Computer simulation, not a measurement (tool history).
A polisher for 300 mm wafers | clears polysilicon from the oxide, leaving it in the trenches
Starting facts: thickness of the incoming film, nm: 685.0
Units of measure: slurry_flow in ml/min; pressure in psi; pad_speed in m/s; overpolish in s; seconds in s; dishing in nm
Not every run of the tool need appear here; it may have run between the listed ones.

run,hour,slurry_flow,pressure,pad_speed,overpolish,seconds,dishing
1,0.0,150,1.7,0.90,12,115.35,43.991
2,6.7,150,1.7,0.90,8,111.56,34.231
3,8.7,150,1.7,0.90,6,114.42,28.641
4,9.9,150,1.7,0.72,6,138.31,24.557
5,14.5,150,1.4,0.72,6,164.43,21.599
6,15.7,150,1.4,0.72,9,166.02,30.144

What will run 7 give?
7,16.9,150,1.3,0.72,9,?,?

Run 7 measured seconds 178.66 s, dishing 27.827 nm.
